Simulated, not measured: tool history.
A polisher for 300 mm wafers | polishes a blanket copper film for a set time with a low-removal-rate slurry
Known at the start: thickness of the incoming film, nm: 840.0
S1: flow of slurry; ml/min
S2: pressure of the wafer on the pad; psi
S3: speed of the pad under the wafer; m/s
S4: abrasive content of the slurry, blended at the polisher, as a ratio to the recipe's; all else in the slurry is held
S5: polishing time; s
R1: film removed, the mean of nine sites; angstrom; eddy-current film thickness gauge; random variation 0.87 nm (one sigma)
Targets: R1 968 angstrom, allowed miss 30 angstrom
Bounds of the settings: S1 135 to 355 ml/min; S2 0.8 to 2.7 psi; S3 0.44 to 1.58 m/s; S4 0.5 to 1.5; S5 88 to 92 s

run,hour,S1,S2,S3,S4,S5,R1
1,0,225,1.7,1,1,88,1538.9
2,7.5,225,1.6,1,1,88,1466.5
3,11.3,225,1.6,1,1,92,1526.8
4,17.3,225,1.6,1,1,88,1480.9
5,20.2,250,1.6,1,1,88,1462.1
6,27.8,250,1.5,1,1,88,1413.6
7,30.7,245,1.4,1,1,88,1324.4
8,37.9,245,1.3,1,1,88,1214.8
9,45.3,230,0.9,1,1,88,857.23

4 next moves are on the table. One of them brings every result within its allowed miss. Which?
A,52.7,280,1,0.96,1,92,?
B,52.7,235,1,0.88,0.8,92,?
C,52.7,200,1.4,0.7,1.15,92,?
D,52.7,200,1,0.74,1.2,88,?

move,R1
A,959.4
B,821.44
C,1011.6
D,742.21
A: meets every target
B: further off than the last run
C: takes the result that was furthest off past its target
D: further off than the last run
The right move is A.

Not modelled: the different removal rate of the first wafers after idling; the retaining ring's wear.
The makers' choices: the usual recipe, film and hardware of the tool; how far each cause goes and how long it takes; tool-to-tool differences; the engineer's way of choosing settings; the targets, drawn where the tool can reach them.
